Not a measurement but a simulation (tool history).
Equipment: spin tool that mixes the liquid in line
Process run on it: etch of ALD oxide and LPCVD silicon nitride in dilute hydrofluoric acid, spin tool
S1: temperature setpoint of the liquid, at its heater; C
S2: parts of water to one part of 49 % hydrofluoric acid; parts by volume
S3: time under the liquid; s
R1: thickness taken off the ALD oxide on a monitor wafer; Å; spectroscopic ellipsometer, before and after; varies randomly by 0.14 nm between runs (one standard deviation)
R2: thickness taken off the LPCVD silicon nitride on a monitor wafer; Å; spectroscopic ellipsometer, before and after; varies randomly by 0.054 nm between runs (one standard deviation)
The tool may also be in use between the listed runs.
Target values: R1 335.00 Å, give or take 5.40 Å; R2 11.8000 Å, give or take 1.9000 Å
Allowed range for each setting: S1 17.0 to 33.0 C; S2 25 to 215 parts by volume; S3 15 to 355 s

run 1 hour=0.0 | S1=25.0 S2=120 S3=180 | R1=239.12 R2=9.2234
run 2 hour=5.6 | S1=25.0 S2=120 S3=115 | R1=151.44 R2=5.3377
run 3 hour=14.3 | S1=26.5 S2=105 S3=115 | R1=187.04 R2=6.4690
run 4 hour=19.3 | S1=30.0 S2=105 S3=115 | R1=213.95 R2=8.1630
run 5 hour=25.3 | S1=30.5 S2=95 S3=115 | R1=242.24 R2=9.5828
run 6 hour=26.1 | S1=30.5 S2=130 S3=115 | R1=169.18 R2=6.8517
run 7 hour=28.2 | S1=31.0 S2=115 S3=115 | R1=199.87 R2=7.7304
run 8 hour=30.2 | S1=31.5 S2=105 S3=115 | R1=227.16 R2=9.0661
run 9 hour=38.6 | S1=31.5 S2=95 S3=115 | R1=253.91 R2=10.0700
run 10 hour=46.4 | S1=31.5 S2=90 S3=115 | R1=267.40 R2=10.9640
run 11 hour=48.6 | S1=31.5 S2=85 S3=115 | R1=284.48 R2=12.0030
run 12 hour=54.9 | S1=31.5 S2=80 S3=115 | R1=307.14 R2=11.8580

Which one of the following 4 next-run settings gets every result inside its allowed miss? There is exactly one.
run A hour=61.2 | S1=33.0 S2=90 S3=115 | R1=? R2=?
run B hour=61.2 | S1=18.0 S2=25 S3=65 | R1=? R2=?
run C hour=61.2 | S1=29.0 S2=60 S3=100 | R1=? R2=?
run D hour=61.2 | S1=18.5 S2=25 S3=65 | R1=? R2=?

move=A R1=284.44 R2=10.9460
move=B R1=344.83 R2=8.0014
move=C R1=333.44 R2=11.0990
move=D R1=352.47 R2=8.2912
A: moves away from the targets compared with the last run
B: moves the result that the last run missed by most past its target, out the other side
C: all results in spec
D: moves the result that the last run missed by most past its target, out the other side
Answer: C
